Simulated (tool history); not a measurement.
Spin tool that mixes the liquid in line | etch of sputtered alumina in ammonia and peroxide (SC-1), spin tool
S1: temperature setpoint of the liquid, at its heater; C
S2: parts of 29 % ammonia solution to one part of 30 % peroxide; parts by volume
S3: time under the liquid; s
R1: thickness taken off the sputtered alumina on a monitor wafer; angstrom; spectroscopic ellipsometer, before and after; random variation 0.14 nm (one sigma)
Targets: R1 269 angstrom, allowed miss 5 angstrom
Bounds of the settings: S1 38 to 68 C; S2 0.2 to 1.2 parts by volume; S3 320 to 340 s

run,hour,S1,S2,S3,R1
1,0,52,0.85,320,172.28
2,2.4,55,0.85,320,201.92
3,5.5,57,0.85,320,224.26
4,7.9,58,0.85,320,235.81
5,15.7,59,0.85,320,249.94
6,21.8,56,0.85,320,213.27
7,25.2,57.5,0.85,320,229.42
8,31.3,58.5,0.85,320,244.13
9,32.7,59,0.85,320,248.9

5 next moves are on the table. One of them brings every result within its allowed miss. Which?
A,34.1,57,0.65,340,?
B,34.1,61.5,1.15,320,?
C,34.1,59.5,0.95,335,?
D,34.1,59.5,0.95,320,?
E,34.1,57.5,0.9,320,?

move,R1
A,233.23
B,292.18
C,271.21
D,259.06
E,232.36
A: further off than the last run
B: takes the result that was furthest off past its target
C: meets every target
D: nearer than the last run, and not there yet
E: further off than the last run
Move C is the one to make.
